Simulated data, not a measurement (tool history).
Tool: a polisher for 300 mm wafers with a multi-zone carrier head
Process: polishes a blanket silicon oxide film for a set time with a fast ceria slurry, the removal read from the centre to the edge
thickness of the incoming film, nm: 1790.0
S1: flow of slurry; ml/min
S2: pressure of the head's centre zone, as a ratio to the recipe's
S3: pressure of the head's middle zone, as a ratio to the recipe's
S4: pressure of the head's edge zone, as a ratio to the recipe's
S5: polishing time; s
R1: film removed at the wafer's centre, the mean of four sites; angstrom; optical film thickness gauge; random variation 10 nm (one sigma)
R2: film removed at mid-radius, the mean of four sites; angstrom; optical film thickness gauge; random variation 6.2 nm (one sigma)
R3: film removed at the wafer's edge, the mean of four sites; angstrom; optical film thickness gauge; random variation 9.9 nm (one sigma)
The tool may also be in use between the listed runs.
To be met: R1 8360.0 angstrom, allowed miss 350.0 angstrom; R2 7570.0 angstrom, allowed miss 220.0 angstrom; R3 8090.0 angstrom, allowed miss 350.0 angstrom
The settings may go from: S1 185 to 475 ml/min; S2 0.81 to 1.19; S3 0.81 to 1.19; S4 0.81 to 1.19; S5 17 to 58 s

{"run": 1, "hour": 0.0, "S1": 305, "S2": 1.0, "S3": 1.0, "S4": 1.0, "S5": 37, "R1": 5937.8, "R2": 5956.7, "R3": 6187.6}
{"run": 2, "hour": 7.2, "S1": 305, "S2": 1.02, "S3": 1.01, "S4": 1.02, "S5": 38, "R1": 6224.7, "R2": 6240.9, "R3": 6338.6}
{"run": 3, "hour": 14.7, "S1": 310, "S2": 1.03, "S3": 1.0, "S4": 1.03, "S5": 39, "R1": 6547.5, "R2": 6284.1, "R3": 6550.0}
{"run": 4, "hour": 23.5, "S1": 310, "S2": 0.99, "S3": 1.0, "S4": 1.03, "S5": 39, "R1": 6070.7, "R2": 6291.7, "R3": 6549.6}
{"run": 5, "hour": 25.2, "S1": 350, "S2": 0.99, "S3": 1.0, "S4": 1.03, "S5": 39, "R1": 6270.8, "R2": 6285.5, "R3": 6550.6}
{"run": 6, "hour": 32.9, "S1": 345, "S2": 1.0, "S3": 1.0, "S4": 1.04, "S5": 40, "R1": 6530.7, "R2": 6511.4, "R3": 6790.7}
{"run": 7, "hour": 40.2, "S1": 345, "S2": 1.01, "S3": 1.0, "S4": 1.05, "S5": 41, "R1": 6566.1, "R2": 6624.8, "R3": 6850.5}
{"run": 8, "hour": 44.3, "S1": 345, "S2": 1.02, "S3": 0.99, "S4": 1.05, "S5": 42, "R1": 6907.3, "R2": 6810.9, "R3": 7302.5}
{"run": 9, "hour": 52.5, "S1": 345, "S2": 1.02, "S3": 0.99, "S4": 1.05, "S5": 42, "R1": 7056.5, "R2": 6716.5, "R3": 7258.1}
{"run": 10, "hour": 54.5, "S1": 340, "S2": 1.03, "S3": 1.0, "S4": 1.06, "S5": 43, "R1": 7154.4, "R2": 6917.7, "R3": 7329.6}
{"run": 11, "hour": 60.8, "S1": 340, "S2": 1.04, "S3": 1.0, "S4": 1.06, "S5": 44, "R1": 7487.6, "R2": 7110.6, "R3": 7462.2}
{"run": 12, "hour": 64.9, "S1": 340, "S2": 1.04, "S3": 1.0, "S4": 1.06, "S5": 45, "R1": 7594.4, "R2": 7314.8, "R3": 7515.8}

Which of these 5 next moves meets every target?
{"run": "A", "hour": 69.0, "S1": 360, "S2": 0.97, "S3": 0.99, "S4": 1.17, "S5": 46, "R1": "?", "R2": "?", "R3": "?"}
{"run": "B", "hour": 69.0, "S1": 360, "S2": 1.02, "S3": 0.89, "S4": 1.17, "S5": 46, "R1": "?", "R2": "?", "R3": "?"}
{"run": "C", "hour": 69.0, "S1": 310, "S2": 1.07, "S3": 0.98, "S4": 1.05, "S5": 48, "R1": "?", "R2": "?", "R3": "?"}
{"run": "D", "hour": 69.0, "S1": 275, "S2": 0.84, "S3": 1.02, "S4": 1.1, "S5": 47, "R1": "?", "R2": "?", "R3": "?"}
{"run": "E", "hour": 69.0, "S1": 390, "S2": 0.9, "S3": 0.84, "S4": 0.99, "S5": 54, "R1": "?", "R2": "?", "R3": "?"}

move=A R1=7222.7 R2=7358.8 R3=8370.5
move=B R1=7540.8 R2=6730.7 R3=8381.7
move=C R1=8104.7 R2=7522.0 R3=8194.0
move=D R1=6363.4 R2=7546.5 R3=8142.7
move=E R1=7989.7 R2=7583.4 R3=9096.4
A: further off than the last run
B: further off than the last run
C: meets every target
D: further off than the last run
E: further off than the last run
The right move is C.
